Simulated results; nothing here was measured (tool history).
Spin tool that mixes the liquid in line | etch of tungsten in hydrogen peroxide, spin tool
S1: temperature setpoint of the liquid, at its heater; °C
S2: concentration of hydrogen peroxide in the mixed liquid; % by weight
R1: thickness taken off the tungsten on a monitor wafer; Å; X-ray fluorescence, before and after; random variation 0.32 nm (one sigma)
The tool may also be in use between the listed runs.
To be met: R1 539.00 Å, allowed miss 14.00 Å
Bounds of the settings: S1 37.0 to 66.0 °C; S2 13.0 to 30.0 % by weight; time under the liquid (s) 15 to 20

{"run": 1, "hour": 0.0, "S1": 53.0, "S2": 24.0, "time under the liquid (s)": 20, "R1": 235.37}
{"run": 2, "hour": 5.3, "S1": 53.0, "S2": 24.0, "time under the liquid (s)": 20, "R1": 231.46}
{"run": 3, "hour": 8.1, "S1": 46.5, "S2": 24.0, "time under the liquid (s)": 20, "R1": 156.05}
{"run": 4, "hour": 8.8, "S1": 46.5, "S2": 20.0, "time under the liquid (s)": 20, "R1": 142.32}
{"run": 5, "hour": 13.7, "S1": 50.0, "S2": 21.0, "time under the liquid (s)": 20, "R1": 181.24}
{"run": 6, "hour": 20.7, "S1": 53.0, "S2": 22.0, "time under the liquid (s)": 20, "R1": 222.65}
{"run": 7, "hour": 21.9, "S1": 55.5, "S2": 22.5, "time under the liquid (s)": 20, "R1": 261.54}
{"run": 8, "hour": 28.4, "S1": 57.5, "S2": 23.0, "time under the liquid (s)": 20, "R1": 298.28}
{"run": 9, "hour": 33.5, "S1": 59.0, "S2": 23.5, "time under the liquid (s)": 20, "R1": 327.85}
{"run": 10, "hour": 35.4, "S1": 60.0, "S2": 24.0, "time under the liquid (s)": 20, "R1": 351.7}
{"run": 11, "hour": 38.3, "S1": 61.0, "S2": 24.5, "time under the liquid (s)": 20, "R1": 376.26}
{"hour": 39.7, "done": "thermometer replaced"}
{"run": 12, "hour": 39.7, "S1": 62.0, "S2": 25.0, "time under the liquid (s)": 20, "R1": 441.61}
{"run": 13, "hour": 45.4, "S1": 62.5, "S2": 25.0, "time under the liquid (s)": 20, "R1": 453.84}
{"run": 14, "hour": 52.2, "S1": 63.0, "S2": 25.0, "time under the liquid (s)": 20, "R1": 468.52}
{"run": 15, "hour": 57.2, "S1": 63.5, "S2": 25.0, "time under the liquid (s)": 20, "R1": 481.28}
{"run": 16, "hour": 60.3, "S1": 64.0, "S2": 25.0, "time under the liquid (s)": 20, "R1": 497.0}
{"run": 17, "hour": 61.7, "S1": 64.5, "S2": 25.0, "time under the liquid (s)": 20, "R1": 508.03}

5 next moves are on the table. One of them brings every result within its allowed miss. Which?
{"run": "A", "hour": 63.1, "S1": 66.0, "S2": 24.0, "time under the liquid (s)": 20, "R1": "?"}
{"run": "B", "hour": 63.1, "S1": 65.5, "S2": 27.5, "time under the liquid (s)": 20, "R1": "?"}
{"run": "C", "hour": 63.1, "S1": 63.5, "S2": 23.0, "time under the liquid (s)": 20, "R1": "?"}
{"run": "D", "hour": 63.1, "S1": 63.0, "S2": 24.5, "time under the liquid (s)": 20, "R1": "?"}
{"run": "E", "hour": 63.1, "S1": 65.0, "S2": 23.5, "time under the liquid (s)": 20, "R1": "?"}

move=A R1=549.67
move=B R1=572.26
move=C R1=467.91
move=D R1=469.50
move=E R1=514.47
A: meets every target
B: takes the result that was furthest off past its target
C: further off than the last run
D: further off than the last run
E: nearer than the last run, and not there yet
Move A is the one to make.
